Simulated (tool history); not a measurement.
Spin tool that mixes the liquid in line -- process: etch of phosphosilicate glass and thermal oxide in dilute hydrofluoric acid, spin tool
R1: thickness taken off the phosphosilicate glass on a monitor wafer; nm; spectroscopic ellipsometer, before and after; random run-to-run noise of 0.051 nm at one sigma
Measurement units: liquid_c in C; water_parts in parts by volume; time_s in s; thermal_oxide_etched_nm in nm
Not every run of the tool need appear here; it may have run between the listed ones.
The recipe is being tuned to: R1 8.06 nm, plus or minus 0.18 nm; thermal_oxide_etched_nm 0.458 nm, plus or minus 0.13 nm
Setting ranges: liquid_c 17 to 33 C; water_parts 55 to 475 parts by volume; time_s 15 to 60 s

run 1 day=0 | liquid_c=25 water_parts=265 time_s=30 | R1=8.7799 thermal_oxide_etched_nm=0.45927
run 2 day=0.308 | liquid_c=27.5 water_parts=265 time_s=30 | R1=9.6597 thermal_oxide_etched_nm=0.57914
run 3 day=0.579 | liquid_c=27.5 water_parts=265 time_s=40 | R1=12.827 thermal_oxide_etched_nm=0.82157
run 4 day=0.675 | liquid_c=27.5 water_parts=265 time_s=30 | R1=9.635 thermal_oxide_etched_nm=0.48545
run 5 day=0.779 | liquid_c=27.5 water_parts=265 time_s=40 | R1=12.7 thermal_oxide_etched_nm=0.76444
run 6 day=1.071 | liquid_c=31 water_parts=265 time_s=40 | R1=14.516 thermal_oxide_etched_nm=0.92663
run 7 day=1.267 | liquid_c=29 water_parts=270 time_s=40 | R1=13.085 thermal_oxide_etched_nm=0.78095
run 8 day=1.458 | liquid_c=27 water_parts=275 time_s=40 | R1=12.066 thermal_oxide_etched_nm=0.6986
run 9 day=1.658 | liquid_c=23 water_parts=310 time_s=40 | R1=9.0424 thermal_oxide_etched_nm=0.51691
run 10 day=1.85 | liquid_c=19 water_parts=315 time_s=40 | R1=7.6225 thermal_oxide_etched_nm=0.49381
run 11 day=2.217 | liquid_c=19.5 water_parts=315 time_s=40 | R1=7.7135 thermal_oxide_etched_nm=0.43489

4 next moves are on the table. One of them brings every result within its allowed miss. Which?
run A day=2.583 | liquid_c=19.5 water_parts=445 time_s=60 | R1=? thermal_oxide_etched_nm=?
run B day=2.583 | liquid_c=22 water_parts=475 time_s=60 | R1=? thermal_oxide_etched_nm=?
run C day=2.583 | liquid_c=18 water_parts=310 time_s=40 | R1=? thermal_oxide_etched_nm=?
run D day=2.583 | liquid_c=19 water_parts=270 time_s=35 | R1=? thermal_oxide_etched_nm=?

move=A R1=7.4927 thermal_oxide_etched_nm=0.40386
move=B R1=7.448 thermal_oxide_etched_nm=0.40145
move=C R1=7.5909 thermal_oxide_etched_nm=0.40915
move=D R1=8.1973 thermal_oxide_etched_nm=0.44184
A: further off than the last run
B: further off than the last run
C: further off than the last run
D: hits every target within its allowed miss
D is the move that brings every result within its allowed miss.
